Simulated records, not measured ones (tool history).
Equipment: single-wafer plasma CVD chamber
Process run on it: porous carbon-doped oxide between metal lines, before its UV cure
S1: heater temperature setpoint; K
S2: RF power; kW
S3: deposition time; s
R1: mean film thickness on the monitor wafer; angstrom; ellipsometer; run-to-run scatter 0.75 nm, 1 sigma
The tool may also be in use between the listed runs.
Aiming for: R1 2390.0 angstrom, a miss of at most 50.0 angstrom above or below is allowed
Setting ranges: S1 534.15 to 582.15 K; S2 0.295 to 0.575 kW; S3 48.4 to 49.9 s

Run 1, hour 0.0: S1 558.15 K, S2 0.435 kW, S3 48.4 s. Result: R1 2779.8 angstrom.
Run 2, hour 3.0: S1 569.15 K, S2 0.435 kW, S3 48.4 s. Result: R1 2620.4 angstrom.
Run 3, hour 6.8: S1 569.15 K, S2 0.400 kW, S3 48.4 s. Result: R1 2472.3 angstrom.
Run 4, hour 15.7: S1 570.15 K, S2 0.400 kW, S3 48.4 s. Result: R1 2460.7 angstrom.
Run 5, hour 20.0: S1 570.15 K, S2 0.340 kW, S3 48.4 s. Result: R1 2194.9 angstrom.
Run 6, hour 23.9: S1 568.15 K, S2 0.340 kW, S3 48.4 s. Result: R1 2212.9 angstrom.
Run 7, hour 25.9: S1 566.15 K, S2 0.340 kW, S3 48.4 s. Result: R1 2242.7 angstrom.
Run 8, hour 28.5: S1 565.15 K, S2 0.340 kW, S3 48.4 s. Result: R1 2260.9 angstrom.

Exercise: of the 4 proposed moves below, exactly one satisfies all targets within the stated allowed misses. Which move is it?
Run A, hour 31.1: S1 561.15 K, S2 0.325 kW, S3 48.9 s. Result: R1 ?.
Run B, hour 31.1: S1 566.15 K, S2 0.385 kW, S3 49.9 s. Result: R1 ?.
Run C, hour 31.1: S1 563.15 K, S2 0.330 kW, S3 49.7 s. Result: R1 ?.
Run D, hour 31.1: S1 562.15 K, S2 0.345 kW, S3 49.9 s. Result: R1 ?.

move      R1
   A  2254.2
   B  2521.7
   C  2290.0
   D  2384.5
A: the biggest miss grows against the last run
B: carries the result that was furthest off beyond its target, to the other side
C: nearer than the last run, and not there yet
D: hits every target within its allowed miss
Answer: D
